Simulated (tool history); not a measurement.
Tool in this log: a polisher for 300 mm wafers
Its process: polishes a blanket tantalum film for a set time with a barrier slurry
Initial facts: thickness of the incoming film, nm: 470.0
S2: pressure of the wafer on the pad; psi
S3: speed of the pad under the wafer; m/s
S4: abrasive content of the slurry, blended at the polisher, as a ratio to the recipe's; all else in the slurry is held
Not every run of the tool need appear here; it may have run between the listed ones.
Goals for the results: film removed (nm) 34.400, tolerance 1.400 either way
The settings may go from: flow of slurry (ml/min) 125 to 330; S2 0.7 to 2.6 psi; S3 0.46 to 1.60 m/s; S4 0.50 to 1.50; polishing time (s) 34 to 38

{"run": 1, "hour": 0.0, "flow of slurry (ml/min)": 210, "S2": 1.6, "S3": 1.02, "S4": 1.0, "polishing time (s)": 38, "film removed (nm)": 41.63}
{"run": 2, "hour": 6.9, "flow of slurry (ml/min)": 210, "S2": 1.8, "S3": 1.02, "S4": 1.0, "polishing time (s)": 38, "film removed (nm)": 47.307}
{"run": 3, "hour": 12.1, "flow of slurry (ml/min)": 210, "S2": 1.7, "S3": 1.02, "S4": 1.0, "polishing time (s)": 38, "film removed (nm)": 43.966}
{"run": 4, "hour": 20.6, "flow of slurry (ml/min)": 210, "S2": 1.7, "S3": 1.16, "S4": 1.0, "polishing time (s)": 38, "film removed (nm)": 48.484}
{"run": 5, "hour": 22.6, "flow of slurry (ml/min)": 245, "S2": 1.7, "S3": 1.16, "S4": 1.0, "polishing time (s)": 38, "film removed (nm)": 48.908}
{"run": 6, "hour": 24.7, "flow of slurry (ml/min)": 245, "S2": 1.7, "S3": 1.16, "S4": 0.85, "polishing time (s)": 38, "film removed (nm)": 44.395}
{"run": 7, "hour": 30.3, "flow of slurry (ml/min)": 245, "S2": 1.6, "S3": 1.16, "S4": 0.85, "polishing time (s)": 38, "film removed (nm)": 43.335}
{"run": 8, "hour": 38.9, "flow of slurry (ml/min)": 245, "S2": 1.5, "S3": 1.16, "S4": 0.85, "polishing time (s)": 38, "film removed (nm)": 39.578}
{"run": 9, "hour": 47.4, "flow of slurry (ml/min)": 245, "S2": 1.4, "S3": 1.16, "S4": 0.85, "polishing time (s)": 38, "film removed (nm)": 37.206}

Below are 4 possible settings for the next run. Only one of them brings all results inside the allowed miss of their targets. Which is it?
{"run": "A", "hour": 55.9, "flow of slurry (ml/min)": 280, "S2": 1.9, "S3": 1.0, "S4": 0.55, "polishing time (s)": 38, "film removed (nm)": "?"}
{"run": "B", "hour": 55.9, "flow of slurry (ml/min)": 275, "S2": 1.4, "S3": 1.24, "S4": 0.75, "polishing time (s)": 36, "film removed (nm)": "?"}
{"run": "C", "hour": 55.9, "flow of slurry (ml/min)": 270, "S2": 1.1, "S3": 1.48, "S4": 0.7, "polishing time (s)": 37, "film removed (nm)": "?"}
{"run": "D", "hour": 55.9, "flow of slurry (ml/min)": 205, "S2": 1.5, "S3": 1.26, "S4": 0.9, "polishing time (s)": 34, "film removed (nm)": "?"}

move=A film_removed_(nm)=31.424
move=B film_removed_(nm)=34.583
move=C film_removed_(nm)=30.212
move=D film_removed_(nm)=37.994
A: moves the result that the last run missed by most past its target, out the other side
B: in spec on every target
C: moves the result that the last run missed by most past its target, out the other side
D: its largest miss is bigger than the last run's
Move B is the one to make.
